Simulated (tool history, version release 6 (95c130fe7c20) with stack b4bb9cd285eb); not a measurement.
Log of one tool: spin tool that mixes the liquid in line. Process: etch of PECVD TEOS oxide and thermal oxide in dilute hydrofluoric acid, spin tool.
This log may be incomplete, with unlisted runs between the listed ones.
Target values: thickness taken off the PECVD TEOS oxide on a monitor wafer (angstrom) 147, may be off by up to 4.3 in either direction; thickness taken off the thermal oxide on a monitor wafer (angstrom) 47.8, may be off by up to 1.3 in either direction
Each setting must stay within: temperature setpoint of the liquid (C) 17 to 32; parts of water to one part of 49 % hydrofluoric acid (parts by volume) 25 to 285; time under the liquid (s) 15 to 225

run	hour	temperature setpoint of the liquid (C)	parts of water to one part of 49 % hydrofluoric acid (parts by volume)	time under the liquid (s)	thickness taken off the PECVD TEOS oxide on a monitor wafer (angstrom)	thickness taken off the thermal oxide on a monitor wafer (angstrom)
1	0	24	155	115	95.042	31.257
2	3.3	25.5	150	115	105.3	34.198
3	7.2	25.5	150	65	58.298	19.275
4	11.1	26.5	130	65	72.993	23.602
5	11.7	26.5	130	95	107.31	34.174
6	16	26.5	130	75	83.05	27.529
7	17.7	27.5	125	75	92.166	29.543
8	18.8	28	60	80	225.58	73.191
9	20.6	26.5	65	80	195.06	62.934
10	24	25	65	80	183.29	59.149
11	27.7	24	65	80	177.34	56.887
12	33	20	70	80	137.64	45.177
13	37.5	20.5	70	80	140.86	45.815

Which single option among these 4 for the next run brings every result within its allowed miss of target? Just one does.
A	42	17	80	100	?	?
B	42	17	110	145	?	?
C	42	25.5	55	55	?	?
D	42	19.5	95	120	?	?

move	thickness taken off the PECVD TEOS oxide on a monitor wafer (angstrom)	thickness taken off the thermal oxide on a monitor wafer (angstrom)
A	132.54	43.321
B	135.45	44.27
C	155.6	50.857
D	146.37	47.839
A: the biggest miss grows against the last run
B: the biggest miss grows against the last run
C: the result that was furthest off in the last run now lies on the other side of its target
D: every result lands within tolerance
So the answer is move D, the one that meets all the targets.
